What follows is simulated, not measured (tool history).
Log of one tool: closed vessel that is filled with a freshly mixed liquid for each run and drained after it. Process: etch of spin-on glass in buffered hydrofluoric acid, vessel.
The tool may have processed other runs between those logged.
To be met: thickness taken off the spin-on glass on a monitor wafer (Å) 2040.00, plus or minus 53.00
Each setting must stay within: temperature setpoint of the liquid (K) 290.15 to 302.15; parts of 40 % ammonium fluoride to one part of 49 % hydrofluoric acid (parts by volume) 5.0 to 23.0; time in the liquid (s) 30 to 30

| run | hour | temperature setpoint of the liquid (K) | parts of 40 % ammonium fluoride to one part of 49 % hydrofluoric acid (parts by volume) | time in the liquid (s) | thickness taken off the spin-on glass on a monitor wafer (Å) |
|---|---|---|---|---|---|
| 1 | 0.0 | 294.15 | 14.0 | 30 | 791.82 |
| 2 | 6.2 | 295.65 | 13.0 | 30 | 919.97 |
| 3 | 9.9 | 297.65 | 13.0 | 30 | 1028.60 |
| 4 | 10.9 | 297.65 | 16.5 | 30 | 812.14 |
| 5 | 19.0 | 298.15 | 15.0 | 30 | 915.50 |
| 6 | 24.5 | 298.65 | 13.5 | 30 | 1056.70 |
| 7 | 26.3 | 299.15 | 12.5 | 30 | 1168.90 |
| 8 | 28.9 | 299.65 | 11.5 | 30 | 1298.60 |
|  | 34.5 | thermometer replaced |
| 9 | 34.5 | 302.15 | 7.0 | 30 | 2656.10 |
| 10 | 42.1 | 301.65 | 7.0 | 30 | 2587.60 |
| 11 | 46.1 | 301.15 | 7.0 | 30 | 2491.80 |
| 12 | 50.6 | 300.65 | 7.0 | 30 | 2434.70 |
| 13 | 59.7 | 300.65 | 7.0 | 30 | 2428.50 |

Consider the 5 candidate settings below. Which is the only one whose results all fall within their allowed miss of target?
| A | 68.8 | 298.65 | 7.5 | 30 | ? |
| B | 68.8 | 300.15 | 8.5 | 30 | ? |
| C | 68.8 | 301.15 | 8.0 | 30 | ? |
| D | 68.8 | 299.65 | 7.5 | 30 | ? |
| E | 68.8 | 298.65 | 8.0 | 30 | ? |

| move | thickness taken off the spin-on glass on a monitor wafer (Å) |
|---|---|
| A | 2036.00 |
| B | 1927.20 |
| C | 2170.50 |
| D | 2148.40 |
| E | 1898.80 |
A: all results in spec
B: the result that was furthest off in the last run now lies on the other side of its target
C: an improvement on the last run, though not all results are within tolerance
D: an improvement on the last run, though not all results are within tolerance
E: the result that was furthest off in the last run now lies on the other side of its target
Move A is the one to make.

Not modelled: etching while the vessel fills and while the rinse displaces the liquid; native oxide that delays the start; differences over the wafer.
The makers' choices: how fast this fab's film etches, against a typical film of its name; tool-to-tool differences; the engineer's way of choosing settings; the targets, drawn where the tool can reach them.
